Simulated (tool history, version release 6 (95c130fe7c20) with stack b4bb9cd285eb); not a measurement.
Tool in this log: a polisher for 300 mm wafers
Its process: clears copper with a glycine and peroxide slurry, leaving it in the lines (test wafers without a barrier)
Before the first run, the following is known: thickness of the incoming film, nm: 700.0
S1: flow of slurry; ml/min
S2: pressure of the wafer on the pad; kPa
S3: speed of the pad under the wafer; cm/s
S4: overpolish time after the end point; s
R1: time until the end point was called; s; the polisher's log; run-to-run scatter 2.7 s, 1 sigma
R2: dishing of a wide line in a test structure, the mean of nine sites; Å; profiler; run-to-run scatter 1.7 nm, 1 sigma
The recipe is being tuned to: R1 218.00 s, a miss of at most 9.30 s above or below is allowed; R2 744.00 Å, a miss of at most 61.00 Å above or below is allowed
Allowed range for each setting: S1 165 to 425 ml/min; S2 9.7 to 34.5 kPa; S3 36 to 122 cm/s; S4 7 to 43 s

run	day	S1	S2	S3	S4	R1	R2
1	0.000	275	22.1	78	22	126.92	803.10
2	0.033	275	17.9	74	25	157.93	756.32
3	0.383	225	17.9	74	25	157.72	760.27
4	0.492	225	17.9	64	25	178.25	701.51
5	0.712	225	22.1	64	25	150.38	781.95
6	0.996	275	22.1	64	25	152.26	825.07
7	1.292	275	19.3	62	26	175.31	759.46
8	1.621	275	17.9	62	27	176.74	771.44
9	1.854	275	15.9	62	28	198.21	715.79
10	2.079	275	15.9	62	28	193.74	733.63
11	2.438	275	15.2	62	29	201.18	731.07

Consider the 5 candidate settings below. Which is the only one whose results all fall within their allowed miss of target?
A	2.796	280	18.6	60	27	?	?
B	2.796	170	15.2	54	35	?	?
C	2.796	285	15.2	54	42	?	?
D	2.796	220	14.5	60	33	?	?
E	2.796	300	13.8	60	27	?	?

move	R1	R2
A	178.92	750.06
B	238.99	737.83
C	221.91	885.05
D	220.10	744.37
E	219.29	641.78
A: moves away from the targets compared with the last run
B: moves the result that the last run missed by most past its target, out the other side
C: brings the last run's worst result on target, with another outside its allowed miss
D: hits every target within its allowed miss
E: brings the last run's worst result on target, with another outside its allowed miss
D meets every target.

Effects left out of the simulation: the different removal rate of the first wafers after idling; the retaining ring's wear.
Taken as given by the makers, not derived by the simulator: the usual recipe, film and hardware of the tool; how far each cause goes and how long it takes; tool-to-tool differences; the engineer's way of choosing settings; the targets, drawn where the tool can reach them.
